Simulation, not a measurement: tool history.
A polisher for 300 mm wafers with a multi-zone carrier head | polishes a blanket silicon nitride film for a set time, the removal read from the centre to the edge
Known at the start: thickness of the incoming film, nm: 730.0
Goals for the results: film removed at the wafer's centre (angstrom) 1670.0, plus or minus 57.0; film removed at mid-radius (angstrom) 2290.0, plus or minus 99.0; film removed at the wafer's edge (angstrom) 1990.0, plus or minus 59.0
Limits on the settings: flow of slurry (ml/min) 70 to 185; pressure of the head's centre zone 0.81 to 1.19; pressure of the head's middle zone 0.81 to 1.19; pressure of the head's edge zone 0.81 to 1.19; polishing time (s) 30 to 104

run	day	flow of slurry (ml/min)	pressure of the head's centre zone	pressure of the head's middle zone	pressure of the head's edge zone	polishing time (s)	film removed at the wafer's centre (angstrom)	film removed at mid-radius (angstrom)	film removed at the wafer's edge (angstrom)
1	0.000	120	1.00	1.00	1.00	67	1379.4	1373.2	1363.0
2	0.133	120	1.00	1.00	1.00	83	1657.9	1715.7	1668.9
3	0.404	120	1.00	0.93	1.00	83	1646.2	1583.3	1675.2
4	0.675	135	0.95	1.00	1.05	84	1654.4	1760.4	1752.3
5	0.858	135	0.95	1.00	1.05	91	1780.7	1891.0	1909.3
6	0.938	135	0.91	1.06	1.06	92	1706.8	2030.0	1927.9
7	1.288	135	0.90	1.09	1.07	93	1734.5	2091.3	1970.2
8	1.638	135	0.88	1.12	1.07	94	1709.1	2147.2	2019.7

Exercise: of the 4 proposed moves below, exactly one satisfies all targets within the stated allowed misses. Which move is it?
A	1.988	135	0.85	1.16	1.03	95	?	?	?
B	1.988	105	0.86	1.12	1.13	101	?	?	?
C	1.988	135	0.90	1.05	1.19	91	?	?	?
D	1.988	110	0.93	1.01	1.10	97	?	?	?

move	film removed at the wafer's centre (angstrom)	film removed at mid-radius (angstrom)	film removed at the wafer's edge (angstrom)
A	1670.4	2276.0	1961.6
B	1683.5	2217.7	2100.8
C	1693.7	2000.7	2024.8
D	1771.4	1972.1	2008.8
A: all results land within tolerance of their targets
B: the furthest-off result lands on target, but another misses its tolerance
C: further off than the last run
D: further off than the last run
Answer: A
